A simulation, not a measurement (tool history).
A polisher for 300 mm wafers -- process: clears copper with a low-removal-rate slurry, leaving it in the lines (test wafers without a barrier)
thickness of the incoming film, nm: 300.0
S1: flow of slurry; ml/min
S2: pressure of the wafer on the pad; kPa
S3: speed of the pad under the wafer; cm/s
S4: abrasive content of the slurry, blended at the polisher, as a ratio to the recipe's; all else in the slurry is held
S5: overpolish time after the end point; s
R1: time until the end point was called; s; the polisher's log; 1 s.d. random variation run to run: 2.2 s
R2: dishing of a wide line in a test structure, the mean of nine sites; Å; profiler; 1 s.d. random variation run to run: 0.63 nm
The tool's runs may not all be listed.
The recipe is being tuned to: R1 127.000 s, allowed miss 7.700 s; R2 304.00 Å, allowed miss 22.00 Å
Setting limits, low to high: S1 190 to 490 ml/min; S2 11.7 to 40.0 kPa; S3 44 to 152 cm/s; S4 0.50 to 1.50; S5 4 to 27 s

run  hour   S1    S2  S3    S4  S5       R1      R2
  1   0.0  315  25.5  98  1.00  14   87.736  358.72
  2   7.4  315  25.5  98  0.85  14   91.277  347.48
  3   8.2  315  24.8  98  0.85  14   90.927  343.85
  4  15.9  315  23.4  98  0.85  14   98.901  319.45
  5  17.5  315  22.8  98  0.85  14  104.650  313.75
  6  26.2  315  22.1  98  0.85  14  103.100  292.05
  7  31.7  315  21.4  98  0.85  15  107.600  306.37
  8  34.3  315  20.7  98  0.85  15  110.340  313.14
  9  40.5  315  20.0  98  0.85  15  114.750  297.35

Which one of the following 4 next-run settings gets every result inside its allowed miss? There is exactly one.
  A  46.7  280  20.0  108  0.90  12   ?   ?
  B  46.7  370  18.6   96  0.85  17   ?   ?
  C  46.7  225  26.2   82  0.85  15   ?   ?
  D  46.7  300  21.4  100  0.90  14   ?   ?

move       R1      R2
   A  105.910  266.56
   B  126.430  311.30
   C  111.090  316.14
   D  106.260  307.09
A: its largest miss is bigger than the last run's
B: in spec on every target
C: its largest miss is bigger than the last run's
D: its largest miss is bigger than the last run's
So the answer is move B, the one that meets all the targets.

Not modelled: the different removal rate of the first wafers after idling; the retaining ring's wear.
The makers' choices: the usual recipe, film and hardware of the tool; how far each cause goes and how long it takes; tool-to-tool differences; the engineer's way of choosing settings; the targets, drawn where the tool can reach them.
